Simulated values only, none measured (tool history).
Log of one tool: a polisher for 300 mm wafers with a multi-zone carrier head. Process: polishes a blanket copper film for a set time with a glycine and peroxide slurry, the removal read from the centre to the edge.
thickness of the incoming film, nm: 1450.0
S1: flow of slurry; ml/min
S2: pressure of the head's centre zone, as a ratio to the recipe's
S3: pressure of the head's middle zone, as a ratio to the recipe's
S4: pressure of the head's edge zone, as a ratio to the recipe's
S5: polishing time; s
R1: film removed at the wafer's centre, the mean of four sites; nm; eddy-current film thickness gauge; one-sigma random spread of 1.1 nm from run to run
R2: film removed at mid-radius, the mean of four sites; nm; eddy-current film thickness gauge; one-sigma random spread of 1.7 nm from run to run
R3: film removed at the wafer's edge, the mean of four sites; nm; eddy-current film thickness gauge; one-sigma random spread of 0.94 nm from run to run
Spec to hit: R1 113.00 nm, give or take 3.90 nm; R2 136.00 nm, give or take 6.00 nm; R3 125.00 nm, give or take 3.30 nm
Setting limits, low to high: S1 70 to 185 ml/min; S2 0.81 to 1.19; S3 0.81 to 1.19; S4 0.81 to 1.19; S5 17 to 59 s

run,hour,S1,S2,S3,S4,S5,R1,R2,R3
1,0.0,120,1.00,1.00,1.00,38,147.60,145.81,145.33
2,0.5,140,1.00,1.00,1.00,38,152.96,158.42,149.79
3,1.8,140,0.96,1.00,1.00,38,148.21,157.70,149.65
4,4.5,140,0.96,1.00,0.94,38,148.73,156.11,145.89
5,8.1,115,0.96,1.00,0.94,38,140.20,148.24,140.46
6,15.5,105,0.96,1.00,0.94,38,136.58,143.91,136.57
7,16.8,100,0.94,1.00,0.93,38,129.53,143.18,133.93
8,18.5,95,0.93,1.00,0.93,38,128.85,141.20,136.32
9,27.0,90,0.92,1.00,0.92,38,124.45,139.23,132.85
10,27.8,85,0.91,1.00,0.91,38,117.11,134.31,127.85
11,30.1,85,0.91,1.01,0.91,38,118.46,137.21,131.19
12,35.1,75,0.89,1.03,0.84,38,108.27,130.57,121.35

5 candidate next runs follow, results not yet known. Just one meets every target within its allowed miss. Identify it.
A,40.1,85,0.93,1.01,0.81,36,?,?,?
B,40.1,105,0.95,1.12,0.86,33,?,?,?
C,40.1,80,0.90,1.06,0.88,38,?,?,?
D,40.1,70,0.81,0.95,0.89,39,?,?,?
E,40.1,125,0.81,1.08,0.89,32,?,?,?

move,R1,R2,R3
A,117.26,129.56,118.04
B,119.07,138.94,116.16
C,116.60,139.27,127.28
D,100.58,123.23,126.91
E,103.62,136.86,118.19
A: takes the result that was furthest off past its target
B: takes the result that was furthest off past its target
C: in spec on every target
D: further off than the last run
E: further off than the last run
Answer: C
